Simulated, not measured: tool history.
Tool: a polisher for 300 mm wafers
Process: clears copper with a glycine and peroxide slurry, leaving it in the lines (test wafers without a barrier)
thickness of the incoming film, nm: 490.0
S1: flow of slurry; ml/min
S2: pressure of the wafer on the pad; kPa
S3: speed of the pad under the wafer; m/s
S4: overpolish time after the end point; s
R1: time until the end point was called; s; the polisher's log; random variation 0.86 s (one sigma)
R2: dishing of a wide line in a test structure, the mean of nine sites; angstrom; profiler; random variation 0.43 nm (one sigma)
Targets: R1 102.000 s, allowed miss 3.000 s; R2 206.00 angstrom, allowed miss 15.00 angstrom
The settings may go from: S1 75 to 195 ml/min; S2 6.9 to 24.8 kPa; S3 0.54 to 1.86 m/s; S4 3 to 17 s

Run 1, hour 0.0: S1 125 ml/min, S2 15.9 kPa, S3 1.18 m/s, S4 9 s. Result: R1 92.348 s, R2 298.56 angstrom.
Run 2, hour 1.6: S1 125 ml/min, S2 13.8 kPa, S3 1.18 m/s, S4 9 s. Result: R1 101.520 s, R2 270.26 angstrom.
Run 3, hour 5.0: S1 145 ml/min, S2 13.8 kPa, S3 1.18 m/s, S4 9 s. Result: R1 97.276 s, R2 296.65 angstrom.
Run 4, hour 8.3: S1 145 ml/min, S2 13.8 kPa, S3 1.18 m/s, S4 12 s. Result: R1 97.268 s, R2 356.34 angstrom.
Run 5, hour 10.5: S1 145 ml/min, S2 13.8 kPa, S3 1.42 m/s, S4 12 s. Result: R1 83.513 s, R2 382.87 angstrom.
Run 6, hour 19.3: S1 145 ml/min, S2 11.7 kPa, S3 1.42 m/s, S4 12 s. Result: R1 90.943 s, R2 360.65 angstrom.
Run 7, hour 27.4: S1 135 ml/min, S2 11.7 kPa, S3 1.42 m/s, S4 11 s. Result: R1 91.242 s, R2 335.87 angstrom.
Run 8, hour 35.2: S1 130 ml/min, S2 11.0 kPa, S3 1.42 m/s, S4 10 s. Result: R1 96.750 s, R2 305.63 angstrom.
Run 9, hour 36.3: S1 125 ml/min, S2 11.0 kPa, S3 1.42 m/s, S4 9 s. Result: R1 98.102 s, R2 284.71 angstrom.
Run 10, hour 37.1: S1 120 ml/min, S2 11.0 kPa, S3 1.42 m/s, S4 8 s. Result: R1 97.935 s, R2 265.17 angstrom.
Run 11, hour 39.3: S1 115 ml/min, S2 11.0 kPa, S3 1.42 m/s, S4 7 s. Result: R1 99.066 s, R2 232.18 angstrom.
Run 12, hour 40.5: S1 110 ml/min, S2 11.0 kPa, S3 1.42 m/s, S4 7 s. Result: R1 99.206 s, R2 226.91 angstrom.
Run 13, hour 43.7: S1 105 ml/min, S2 11.0 kPa, S3 1.42 m/s, S4 7 s. Result: R1 102.530 s, R2 223.93 angstrom.
At hour 52.2: worn pad replaced by a new one.
Run 14, hour 52.2: S1 105 ml/min, S2 11.0 kPa, S3 1.42 m/s, S4 6 s. Result: R1 95.006 s, R2 209.80 angstrom.
Run 15, hour 58.4: S1 100 ml/min, S2 11.0 kPa, S3 1.42 m/s, S4 6 s. Result: R1 96.671 s, R2 200.46 angstrom.

Which of these 5 next moves meets every target?
Run A, hour 64.6: S1 110 ml/min, S2 9.7 kPa, S3 1.24 m/s, S4 9 s. Result: R1 ?, R2 ?.
Run B, hour 64.6: S1 80 ml/min, S2 15.9 kPa, S3 1.40 m/s, S4 5 s. Result: R1 ?, R2 ?.
Run C, hour 64.6: S1 90 ml/min, S2 14.5 kPa, S3 1.24 m/s, S4 6 s. Result: R1 ?, R2 ?.
Run D, hour 64.6: S1 105 ml/min, S2 10.3 kPa, S3 1.22 m/s, S4 6 s. Result: R1 ?, R2 ?.
Run E, hour 64.6: S1 100 ml/min, S2 11.0 kPa, S3 1.34 m/s, S4 6 s. Result: R1 ?, R2 ?.

move       R1      R2
   A  110.970  249.95
   B   85.520  195.35
   C   95.709  206.82
   D  110.180  183.63
   E  100.490  197.55
A: takes the result that was furthest off past its target
B: further off than the last run
C: further off than the last run
D: takes the result that was furthest off past its target
E: meets every target
Answer: E
